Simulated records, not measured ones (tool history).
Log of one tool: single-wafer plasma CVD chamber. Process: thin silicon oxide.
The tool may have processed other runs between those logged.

run  hour  heater temperature setpoint (K)  chamber pressure (Pa)  RF power (W)  deposition time (s)  mean film thickness on the monitor wafer (nm)
  1     0                           668.15                  118.3           290                 5.37                                         11.862
  2   2.3                           668.15                  121.6           290                 5.37                                         12.024
  3   3.1                           668.15                  137.7           290                 5.37                                          13.17
  4   6.1                           668.15                  128.1           290                 5.37                                         12.566
  5   9.2                           668.15                  128.1           290                 5.54                                         12.915
  6  14.1                           668.15                  128.1           290                 5.54                                          13.02
  7  20.6                           668.15                  130.7           290                 5.54                                         13.132
  8  25.5                           668.15                  130.7           290                 5.54                                         13.155

Run 9 has not been measured yet. What should we expect?
  9  26.1                           668.15                  133.1           290                 5.54                                              ?

{"run 9": {"mean film thickness on the monitor wafer (nm)": 13.312}}
